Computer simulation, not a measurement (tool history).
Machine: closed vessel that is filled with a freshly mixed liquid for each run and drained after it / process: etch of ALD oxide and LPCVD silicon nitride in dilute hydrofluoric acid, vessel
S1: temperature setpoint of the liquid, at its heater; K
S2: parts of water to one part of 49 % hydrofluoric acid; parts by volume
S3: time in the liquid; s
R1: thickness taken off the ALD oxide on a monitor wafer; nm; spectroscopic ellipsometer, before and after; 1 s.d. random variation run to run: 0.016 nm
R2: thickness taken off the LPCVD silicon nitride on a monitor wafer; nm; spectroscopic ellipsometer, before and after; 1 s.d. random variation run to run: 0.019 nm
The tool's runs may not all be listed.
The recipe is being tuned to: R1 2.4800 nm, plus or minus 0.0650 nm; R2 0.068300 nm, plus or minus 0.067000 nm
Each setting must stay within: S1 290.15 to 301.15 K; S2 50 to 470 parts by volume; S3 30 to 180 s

Run 1, hour 0.0: S1 293.15 K, S2 260 parts by volume, S3 90 s. Result: R1 5.2514 nm, R2 0.104410 nm.
Run 2, hour 3.7: S1 293.15 K, S2 260 parts by volume, S3 110 s. Result: R1 6.5356 nm, R2 0.094983 nm.
Run 3, hour 9.0: S1 296.15 K, S2 260 parts by volume, S3 110 s. Result: R1 7.1920 nm, R2 0.135600 nm.
Run 4, hour 15.5: S1 296.15 K, S2 335 parts by volume, S3 110 s. Result: R1 5.1411 nm, R2 0.170370 nm.
Run 5, hour 22.9: S1 295.15 K, S2 350 parts by volume, S3 110 s. Result: R1 4.7021 nm, R2 0.235770 nm.
Run 6, hour 25.9: S1 295.15 K, S2 300 parts by volume, S3 110 s. Result: R1 5.7825 nm, R2 0.192640 nm.
Run 7, hour 28.1: S1 291.15 K, S2 405 parts by volume, S3 105 s. Result: R1 3.2769 nm, R2 0.116690 nm.
Run 8, hour 36.3: S1 291.15 K, S2 410 parts by volume, S3 105 s. Result: R1 3.1586 nm, R2 0.162560 nm.
Run 9, hour 42.9: S1 291.15 K, S2 410 parts by volume, S3 105 s. Result: R1 3.1757 nm, R2 0.109810 nm.
Run 10, hour 45.9: S1 291.15 K, S2 415 parts by volume, S3 105 s. Result: R1 3.1127 nm, R2 0.097778 nm.
Run 11, hour 51.2: S1 290.15 K, S2 460 parts by volume, S3 105 s. Result: R1 2.6431 nm, R2 0.101450 nm.
Run 12, hour 59.2: S1 290.15 K, S2 465 parts by volume, S3 105 s. Result: R1 2.5717 nm, R2 0.066959 nm.
Run 13, hour 67.9: S1 290.15 K, S2 470 parts by volume, S3 105 s. Result: R1 2.5658 nm, R2 0.081943 nm.

Which single option among these 4 for the next run brings every result within its allowed miss of target? Just one does.
Run A, hour 76.6: S1 290.65 K, S2 470 parts by volume, S3 105 s. Result: R1 ?, R2 ?.
Run B, hour 76.6: S1 290.15 K, S2 430 parts by volume, S3 90 s. Result: R1 ?, R2 ?.
Run C, hour 76.6: S1 290.15 K, S2 315 parts by volume, S3 65 s. Result: R1 ?, R2 ?.
Run D, hour 76.6: S1 291.15 K, S2 425 parts by volume, S3 90 s. Result: R1 ?, R2 ?.

move      R1        R2
   A  2.6265  0.061674
   B  2.4964  0.055823
   C  2.7069  0.054322
   D  2.6247  0.060034
A: further off than the last run
B: all results land within tolerance of their targets
C: further off than the last run
D: further off than the last run
Correct choice: B, which meets every target

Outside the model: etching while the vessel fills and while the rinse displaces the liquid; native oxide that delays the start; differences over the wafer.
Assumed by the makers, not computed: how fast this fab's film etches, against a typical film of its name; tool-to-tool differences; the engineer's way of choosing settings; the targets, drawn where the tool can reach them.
